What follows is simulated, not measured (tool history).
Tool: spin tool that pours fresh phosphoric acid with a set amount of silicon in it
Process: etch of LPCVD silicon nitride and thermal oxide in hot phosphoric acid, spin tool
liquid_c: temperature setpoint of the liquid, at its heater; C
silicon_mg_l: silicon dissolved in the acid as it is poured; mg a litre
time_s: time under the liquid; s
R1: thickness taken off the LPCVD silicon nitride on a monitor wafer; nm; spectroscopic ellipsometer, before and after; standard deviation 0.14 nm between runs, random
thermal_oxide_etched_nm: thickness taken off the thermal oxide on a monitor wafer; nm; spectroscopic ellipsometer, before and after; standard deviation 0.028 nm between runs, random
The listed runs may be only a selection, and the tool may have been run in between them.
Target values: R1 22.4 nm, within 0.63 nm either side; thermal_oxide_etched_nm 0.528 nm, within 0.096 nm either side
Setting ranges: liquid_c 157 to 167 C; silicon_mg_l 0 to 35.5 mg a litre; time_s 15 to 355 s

run 1 day=0 | liquid_c=162 silicon_mg_l=15.5 time_s=180 | R1=14.068 thermal_oxide_etched_nm=0.46095
run 2 day=0.125 | liquid_c=163 silicon_mg_l=20 time_s=195 | R1=15.745 thermal_oxide_etched_nm=0.42057
run 3 day=0.45 | liquid_c=163 silicon_mg_l=26 time_s=195 | R1=15.768 thermal_oxide_etched_nm=0.35545
run 4 day=0.5 | liquid_c=163 silicon_mg_l=19 time_s=195 | R1=15.747 thermal_oxide_etched_nm=0.47725
run 5 day=0.642 | liquid_c=163.5 silicon_mg_l=21.5 time_s=210 | R1=17.094 thermal_oxide_etched_nm=0.49321
run 6 day=0.933 | liquid_c=164 silicon_mg_l=24 time_s=220 | R1=18.271 thermal_oxide_etched_nm=0.50078
run 7 day=1.079 | liquid_c=164 silicon_mg_l=26 time_s=230 | R1=19.195 thermal_oxide_etched_nm=0.48392
run 8 day=1.367 | liquid_c=164.5 silicon_mg_l=27 time_s=235 | R1=19.974 thermal_oxide_etched_nm=0.47485
run 9 day=1.617 | liquid_c=165 silicon_mg_l=27.5 time_s=240 | R1=20.585 thermal_oxide_etched_nm=0.50553
run 10 day=1.942 | liquid_c=165 silicon_mg_l=27.5 time_s=240 | R1=20.715 thermal_oxide_etched_nm=0.51767
run 11 day=2.212 | liquid_c=165 silicon_mg_l=28.5 time_s=245 | R1=21.026 thermal_oxide_etched_nm=0.47478
run 12 day=2.554 | liquid_c=165 silicon_mg_l=28.5 time_s=250 | R1=21.436 thermal_oxide_etched_nm=0.50258

Which single option among these 5 for the next run brings every result within its allowed miss of target? Just one does.
run A day=2.896 | liquid_c=164.5 silicon_mg_l=28.5 time_s=250 | R1=? thermal_oxide_etched_nm=?
run B day=2.896 | liquid_c=164.5 silicon_mg_l=28.5 time_s=265 | R1=? thermal_oxide_etched_nm=?
run C day=2.896 | liquid_c=166 silicon_mg_l=28 time_s=220 | R1=? thermal_oxide_etched_nm=?
run D day=2.896 | liquid_c=167 silicon_mg_l=21 time_s=260 | R1=? thermal_oxide_etched_nm=?
run E day=2.896 | liquid_c=164.5 silicon_mg_l=6.5 time_s=245 | R1=? thermal_oxide_etched_nm=?

move=A R1=21.208 thermal_oxide_etched_nm=0.52335
move=B R1=22.481 thermal_oxide_etched_nm=0.55475
move=C R1=19.604 thermal_oxide_etched_nm=0.52301
move=D R1=23.936 thermal_oxide_etched_nm=0.8364
move=E R1=20.784 thermal_oxide_etched_nm=0.93867
A: misses by more than the last run did
B: all results land within tolerance of their targets
C: misses by more than the last run did
D: pushes the last run's worst result past its target
E: misses by more than the last run did
B meets every target.

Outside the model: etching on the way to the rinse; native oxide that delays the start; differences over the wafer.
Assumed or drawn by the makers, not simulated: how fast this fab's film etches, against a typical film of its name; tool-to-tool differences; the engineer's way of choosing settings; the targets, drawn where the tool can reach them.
